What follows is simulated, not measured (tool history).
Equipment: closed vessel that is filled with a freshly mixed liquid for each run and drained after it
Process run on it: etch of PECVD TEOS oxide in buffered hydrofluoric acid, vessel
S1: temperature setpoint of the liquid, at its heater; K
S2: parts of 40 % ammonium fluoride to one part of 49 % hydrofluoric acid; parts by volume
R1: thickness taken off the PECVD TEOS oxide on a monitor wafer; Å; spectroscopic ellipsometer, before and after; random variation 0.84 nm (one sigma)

run 1 hour=0 | S1=293.15 S2=14.5 time_in_the_liquid_(s)=90 | R1=1135.2
run 2 hour=5.7 | S1=295.65 S2=14.5 time_in_the_liquid_(s)=90 | R1=1303.9
run 3 hour=9.6 | S1=295.15 S2=14.5 time_in_the_liquid_(s)=90 | R1=1280.3
run 4 hour=12.6 | S1=295.15 S2=12.5 time_in_the_liquid_(s)=90 | R1=1474.5
run 5 hour=13.8 | S1=295.15 S2=12.5 time_in_the_liquid_(s)=100 | R1=1662.5
run 6 hour=15.1 | S1=294.15 S2=13 time_in_the_liquid_(s)=100 | R1=1509.2
run 7 hour=23.4 | S1=293.15 S2=13 time_in_the_liquid_(s)=100 | R1=1413.2
run 8 hour=29.7 | S1=292.65 S2=13 time_in_the_liquid_(s)=100 | R1=1384.8
run 9 hour=34.8 | S1=292.15 S2=13 time_in_the_liquid_(s)=100 | R1=1343.9
run 10 hour=37 | S1=291.65 S2=13 time_in_the_liquid_(s)=100 | R1=1286.3
run 11 hour=37.9 | S1=291.65 S2=13 time_in_the_liquid_(s)=100 | R1=1303.7

What does the tool deliver on the next run?
run 12 hour=45.1 | S1=291.15 S2=13 time_in_the_liquid_(s)=100 | R1=?

Run 12 yielded R1 1263.4 Å.

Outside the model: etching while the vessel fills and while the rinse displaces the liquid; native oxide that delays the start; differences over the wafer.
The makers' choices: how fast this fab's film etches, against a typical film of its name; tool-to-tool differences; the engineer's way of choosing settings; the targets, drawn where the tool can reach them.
